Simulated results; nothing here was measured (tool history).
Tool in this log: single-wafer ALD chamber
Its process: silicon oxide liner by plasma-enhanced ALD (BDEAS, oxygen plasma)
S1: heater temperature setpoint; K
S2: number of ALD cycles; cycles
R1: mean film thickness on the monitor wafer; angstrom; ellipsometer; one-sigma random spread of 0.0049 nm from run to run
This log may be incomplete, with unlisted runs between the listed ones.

Run 1, hour 0.0: S1 598.15 K, S2 23 cycles. Result: R1 20.013 angstrom.
Run 2, hour 1.0: S1 598.15 K, S2 24 cycles. Result: R1 20.901 angstrom.
Run 3, hour 6.8: S1 594.15 K, S2 24 cycles. Result: R1 20.964 angstrom.
Run 4, hour 13.0: S1 594.15 K, S2 26 cycles. Result: R1 22.751 angstrom.
Run 5, hour 17.1: S1 594.15 K, S2 28 cycles. Result: R1 24.429 angstrom.
Run 6, hour 19.0: S1 585.15 K, S2 28 cycles. Result: R1 24.654 angstrom.
Run 7, hour 21.2: S1 586.15 K, S2 25 cycles. Result: R1 22.108 angstrom.
Run 8, hour 25.5: S1 589.15 K, S2 21 cycles. Result: R1 18.496 angstrom.
Run 9, hour 32.2: S1 589.15 K, S2 21 cycles. Result: R1 18.532 angstrom.
Run 10, hour 37.7: S1 589.15 K, S2 20 cycles. Result: R1 17.604 angstrom.
Run 11, hour 41.7: S1 589.15 K, S2 19 cycles. Result: R1 16.617 angstrom.
Run 12, hour 49.7: S1 589.15 K, S2 20 cycles. Result: R1 17.540 angstrom.
Run 13, hour 50.3: S1 589.15 K, S2 19 cycles. Result: R1 16.718 angstrom.
Run 14, hour 57.9: S1 588.15 K, S2 19 cycles. Result: R1 16.701 angstrom.
Run 15, hour 64.2: S1 588.15 K, S2 20 cycles. Result: R1 17.608 angstrom.
Run 16, hour 68.9: S1 588.15 K, S2 19 cycles. Result: R1 16.811 angstrom.
Run 17, hour 71.4: S1 587.15 K, S2 19 cycles. Result: R1 16.806 angstrom.
Run 18, hour 78.6: S1 586.15 K, S2 19 cycles. Result: R1 16.778 angstrom.

The next listed run, before its measurement:
Run 19, hour 81.6: S1 585.15 K, S2 19 cycles. Result: R1 ?.

{"run 19": {"R1": 16.797}}
